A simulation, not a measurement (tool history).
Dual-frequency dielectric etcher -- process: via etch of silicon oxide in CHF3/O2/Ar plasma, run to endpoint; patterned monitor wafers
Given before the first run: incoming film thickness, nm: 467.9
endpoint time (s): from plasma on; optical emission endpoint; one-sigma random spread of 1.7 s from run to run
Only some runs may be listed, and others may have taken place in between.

Run 1, hour 0.0: source power (kW) 0.830, bias power (kW) 0.120. Result: endpoint time (s) 227.90.
Run 2, hour 1.3: source power (kW) 0.760, bias power (kW) 0.120. Result: endpoint time (s) 234.99.
Run 3, hour 9.6: source power (kW) 0.760, bias power (kW) 0.110. Result: endpoint time (s) 238.68.
Run 4, hour 14.1: source power (kW) 0.760, bias power (kW) 0.126. Result: endpoint time (s) 236.55.
Run 5, hour 20.0: source power (kW) 0.650, bias power (kW) 0.126. Result: endpoint time (s) 257.33.
Run 6, hour 24.1: source power (kW) 0.650, bias power (kW) 0.138. Result: endpoint time (s) 247.51.
Run 7, hour 26.4: source power (kW) 0.710, bias power (kW) 0.141. Result: endpoint time (s) 233.24.
Run 8, hour 33.2: source power (kW) 0.750, bias power (kW) 0.143. Result: endpoint time (s) 222.20.
Run 9, hour 40.4: source power (kW) 0.780, bias power (kW) 0.144. Result: endpoint time (s) 222.87.
Run 10, hour 47.1: source power (kW) 0.820, bias power (kW) 0.146. Result: endpoint time (s) 214.35.
Run 11, hour 54.4: source power (kW) 0.820, bias power (kW) 0.146. Result: endpoint time (s) 217.96.
Run 12, hour 60.7: source power (kW) 0.860, bias power (kW) 0.148. Result: endpoint time (s) 208.24.
Run 13, hour 69.2: source power (kW) 0.880, bias power (kW) 0.149. Result: endpoint time (s) 206.36.
At hour 73.6: source power generator calibrated.
Run 14, hour 73.6: source power (kW) 0.880, bias power (kW) 0.149. Result: endpoint time (s) 211.51.

What does the tool deliver on the next run?
Run 15, hour 80.5: source power (kW) 0.910, bias power (kW) 0.151. Result: endpoint time (s) ?.

endpoint time (s): 209.70
